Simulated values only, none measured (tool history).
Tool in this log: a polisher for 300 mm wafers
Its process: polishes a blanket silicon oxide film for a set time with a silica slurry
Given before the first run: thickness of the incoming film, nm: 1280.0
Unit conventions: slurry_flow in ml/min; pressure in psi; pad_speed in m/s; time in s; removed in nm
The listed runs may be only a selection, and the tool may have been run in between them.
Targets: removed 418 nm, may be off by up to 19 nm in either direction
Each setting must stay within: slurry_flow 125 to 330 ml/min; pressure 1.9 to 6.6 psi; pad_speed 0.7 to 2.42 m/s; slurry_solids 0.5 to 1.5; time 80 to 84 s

| run | day | slurry_flow | pressure | pad_speed | slurry_solids | time | removed |
|---|---|---|---|---|---|---|---|
| 1 | 0 | 210 | 4.2 | 1.56 | 1 | 80 | 306.59 |
| 2 | 0.171 | 235 | 4.2 | 1.56 | 1 | 80 | 311.7 |
| 3 | 0.267 | 235 | 4.3 | 1.56 | 1 | 80 | 327.68 |
| 4 | 0.479 | 240 | 4.4 | 1.56 | 1 | 80 | 329.31 |
| 5 | 0.775 | 240 | 4.4 | 1.56 | 1 | 80 | 325.66 |
| 6 | 1.112 | 240 | 4.4 | 1.56 | 1.2 | 80 | 361.7 |
| 7 | 1.392 | 240 | 4.5 | 1.56 | 1.2 | 80 | 364.91 |
| 8 | 1.442 | 240 | 4.6 | 1.56 | 1.2 | 80 | 369.6 |

Of the 5 settings listed for the next run, only one would bring every result within its allowed miss of target. Which one?
| A | 1.492 | 230 | 4.3 | 1.58 | 1.25 | 80 | ? |
| B | 1.492 | 260 | 5 | 1.6 | 1.25 | 80 | ? |
| C | 1.492 | 250 | 3.8 | 1.7 | 1.45 | 84 | ? |
| D | 1.492 | 210 | 5.1 | 1.78 | 1.2 | 84 | ? |
| E | 1.492 | 190 | 5.9 | 1.32 | 1.5 | 84 | ? |

| move | removed |
|---|---|
| A | 356.67 |
| B | 416.01 |
| C | 377.84 |
| D | 464.6 |
| E | 449.94 |
A: its largest miss is bigger than the last run's
B: in spec on every target
C: closer than the last run, but not yet in spec
D: takes the biggest miss from the last run beyond its target
E: takes the biggest miss from the last run beyond its target
B is the move that brings every result within its allowed miss.
